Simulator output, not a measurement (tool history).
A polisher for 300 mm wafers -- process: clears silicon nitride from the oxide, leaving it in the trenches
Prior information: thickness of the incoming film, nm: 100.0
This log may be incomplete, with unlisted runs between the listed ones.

run,hour,flow of slurry (ml/min),pressure of the wafer on the pad (kPa),speed of the pad under the wafer (m/s),overpolish time after the end point (s),time until the end point was called (s)
1,0,150,20,1.28,4,74.824
2,7.9,150,20,1.28,4,77.886
3,15.5,150,21.4,1.28,4,70.818
4,19.9,135,21.4,1.28,4,71.75
5,25.9,150,21.4,1.28,4,74.041
6,31.3,150,22.8,1.3,4,68.485
7,33.5,150,24.1,1.32,4,63.643
8,40.3,150,24.1,1.32,4,65.553

For run 9, what comes out?
9,48.2,150,24.8,1.34,4,?

{"run 9": {"time until the end point was called (s)": 59.902}}
